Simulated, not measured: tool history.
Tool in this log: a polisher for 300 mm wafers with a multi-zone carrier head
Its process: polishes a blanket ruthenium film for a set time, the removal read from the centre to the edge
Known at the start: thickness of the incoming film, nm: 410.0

run,hour,flow of slurry (ml/min),pressure of the head's centre zone,pressure of the head's middle zone,pressure of the head's edge zone,polishing time (s),film removed at the wafer's centre (angstrom),film removed at mid-radius (angstrom),film removed at the wafer's edge (angstrom)
1,0,250,1,1,1,47,430.11,425.9,430.26
2,2.9,245,0.98,0.97,0.96,43,391.94,380.9,390.21
3,8.8,240,0.96,0.95,0.93,40,354.69,346.21,351.52
4,9.5,230,0.94,0.92,0.9,39,334.95,325.67,340.18
5,15.2,230,0.94,0.92,0.9,50,426.33,422.71,434.35
6,19.2,230,0.94,0.87,0.9,50,429.06,405.82,436.62
7,23.6,230,0.93,0.87,0.88,46,392.55,372.39,395.97
8,26.3,225,0.92,0.87,0.86,43,361.08,348.83,371.62
9,30.4,225,0.92,0.87,0.85,40,332.12,316.36,339.44
10,31.4,225,0.92,0.88,0.84,39,327.92,312.65,332.45
11,34.8,220,0.92,0.89,0.83,38,318.97,309.33,316.57
12,42.1,210,0.92,0.88,0.82,37,305.23,296.47,310.9
13,46.6,205,0.93,0.88,0.82,37,306.49,299.23,309.57

Run 14 comes next. What will it give?
14,50.1,200,0.94,0.87,0.82,37,?,?,?

For run 14 the tool returned film removed at the wafer's centre (angstrom) 313.72, film removed at mid-radius (angstrom) 293.37, film removed at the wafer's edge (angstrom) 301.5.

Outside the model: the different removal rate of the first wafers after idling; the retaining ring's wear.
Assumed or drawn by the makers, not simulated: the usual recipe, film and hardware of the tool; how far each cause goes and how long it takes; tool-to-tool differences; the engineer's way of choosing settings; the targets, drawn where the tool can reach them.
